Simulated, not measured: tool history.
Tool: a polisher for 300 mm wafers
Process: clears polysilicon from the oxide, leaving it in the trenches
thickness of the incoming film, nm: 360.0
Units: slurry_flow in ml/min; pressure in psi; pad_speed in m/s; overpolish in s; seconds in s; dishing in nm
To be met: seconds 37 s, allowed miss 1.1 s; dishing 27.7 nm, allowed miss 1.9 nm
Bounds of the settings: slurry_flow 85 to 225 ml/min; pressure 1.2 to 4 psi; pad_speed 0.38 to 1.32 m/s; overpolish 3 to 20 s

run 1 hour=0 | slurry_flow=145 pressure=2.6 pad_speed=0.84 overpolish=10 | seconds=32.083 dishing=35.115
run 2 hour=4.7 | slurry_flow=145 pressure=2.6 pad_speed=0.84 overpolish=8 | seconds=32.229 dishing=34.065
run 3 hour=7.4 | slurry_flow=140 pressure=2.5 pad_speed=0.84 overpolish=6 | seconds=33.261 dishing=31.701
run 4 hour=9.2 | slurry_flow=140 pressure=2.5 pad_speed=0.7 overpolish=6 | seconds=39.727 dishing=28.04
run 5 hour=16.6 | slurry_flow=145 pressure=2.5 pad_speed=0.7 overpolish=6 | seconds=39.493 dishing=30.206
run 6 hour=19.1 | slurry_flow=145 pressure=2.5 pad_speed=0.7 overpolish=3 | seconds=39.63 dishing=19.687
run 7 hour=21.9 | slurry_flow=145 pressure=2.5 pad_speed=0.7 overpolish=3 | seconds=39.902 dishing=19.605
run 8 hour=25.2 | slurry_flow=135 pressure=2.6 pad_speed=0.7 overpolish=4 | seconds=38.574 dishing=23.842
run 9 hour=32.5 | slurry_flow=130 pressure=2.6 pad_speed=0.7 overpolish=4 | seconds=38.41 dishing=24.111
run 10 hour=40.3 | slurry_flow=130 pressure=2.6 pad_speed=0.7 overpolish=4 | seconds=38.648 dishing=24.222

Which of these 5 next moves meets every target?
run A hour=48.1 | slurry_flow=130 pressure=3.1 pad_speed=0.62 overpolish=8 | seconds=? dishing=?
run B hour=48.1 | slurry_flow=115 pressure=2.5 pad_speed=0.78 overpolish=5 | seconds=? dishing=?
run C hour=48.1 | slurry_flow=170 pressure=2.8 pad_speed=0.6 overpolish=9 | seconds=? dishing=?
run D hour=48.1 | slurry_flow=115 pressure=2.5 pad_speed=0.84 overpolish=7 | seconds=? dishing=?
run E hour=48.1 | slurry_flow=125 pressure=2.4 pad_speed=0.76 overpolish=9 | seconds=? dishing=?

move=A seconds=36.36 dishing=33.307
move=B seconds=36.978 dishing=27.464
move=C seconds=39.356 dishing=33.68
move=D seconds=34.416 dishing=32.498
move=E seconds=38.658 dishing=33.848
A: takes the result that was furthest off past its target
B: meets every target
C: takes the result that was furthest off past its target
D: takes the result that was furthest off past its target
E: takes the result that was furthest off past its target
Answer: B
